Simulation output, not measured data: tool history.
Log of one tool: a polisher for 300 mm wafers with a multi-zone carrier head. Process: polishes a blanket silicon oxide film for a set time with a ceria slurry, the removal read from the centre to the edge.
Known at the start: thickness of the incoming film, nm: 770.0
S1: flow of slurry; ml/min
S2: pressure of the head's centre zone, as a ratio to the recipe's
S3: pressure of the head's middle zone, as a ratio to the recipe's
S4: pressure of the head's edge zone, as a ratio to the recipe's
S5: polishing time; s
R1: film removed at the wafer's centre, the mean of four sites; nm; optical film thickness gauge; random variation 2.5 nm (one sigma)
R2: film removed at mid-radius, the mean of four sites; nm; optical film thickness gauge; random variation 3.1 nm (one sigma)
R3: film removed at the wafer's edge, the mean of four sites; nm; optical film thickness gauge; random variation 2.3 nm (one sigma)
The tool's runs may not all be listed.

run,hour,S1,S2,S3,S4,S5,R1,R2,R3
1,0.0,300,1.00,1.00,1.00,78,241.84,246.27,242.08
2,1.5,360,1.00,1.00,1.00,78,247.72,262.40,248.80
3,9.4,335,0.96,0.97,0.99,77,231.51,243.74,240.54
4,11.2,335,0.96,0.97,0.99,95,285.98,297.24,295.32
5,15.3,335,0.96,0.92,0.99,95,289.97,285.51,295.69
6,16.0,335,0.96,0.92,1.06,95,285.58,285.03,308.91
7,16.8,325,0.92,0.91,1.03,89,263.37,267.14,287.34

The next listed run, before its measurement:
8,22.0,320,0.90,0.91,1.02,82,?,?,?

R1: 233.36 nm
R2: 241.81 nm
R3: 267.61 nm

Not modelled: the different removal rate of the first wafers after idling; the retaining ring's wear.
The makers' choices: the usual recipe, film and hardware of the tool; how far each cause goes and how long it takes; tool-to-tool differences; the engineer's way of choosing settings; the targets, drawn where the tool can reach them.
